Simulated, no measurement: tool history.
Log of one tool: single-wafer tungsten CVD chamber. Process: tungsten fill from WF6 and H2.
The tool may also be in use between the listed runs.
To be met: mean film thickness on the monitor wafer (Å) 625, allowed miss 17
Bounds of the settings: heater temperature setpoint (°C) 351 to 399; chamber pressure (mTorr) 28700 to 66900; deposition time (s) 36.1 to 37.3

run,hour,heater temperature setpoint (°C),chamber pressure (mTorr),deposition time (s),mean film thickness on the monitor wafer (Å)
1,0,375,47800,36.1,793.51
2,2.6,373,47600,36.1,756.12
3,10.6,373,47600,37.3,787.54
4,17.9,373,53300,37.3,813.88
5,19.8,373,53300,37.3,819.01
6,21.7,373,53300,37.3,820.94
7,26.7,370,53100,37.3,773.08
8,27.7,368,52900,37.3,750.04
9,34.2,366,52700,37.3,717.05
10,36.9,364,52600,37.3,686.91

Which of these 5 next moves meets every target?
A,39.6,358,52100,36.1,?
B,39.6,369,52400,37.3,?
C,39.6,358,49200,36.1,?
D,39.6,367,56100,37.3,?
E,39.6,361,52800,36.1,?

move,mean film thickness on the monitor wafer (Å)
A,591.27
B,754.94
C,580.32
D,743.32
E,629.21
A: takes the result that was furthest off past its target
B: further off than the last run
C: takes the result that was furthest off past its target
D: further off than the last run
E: meets every target
The right move is E.
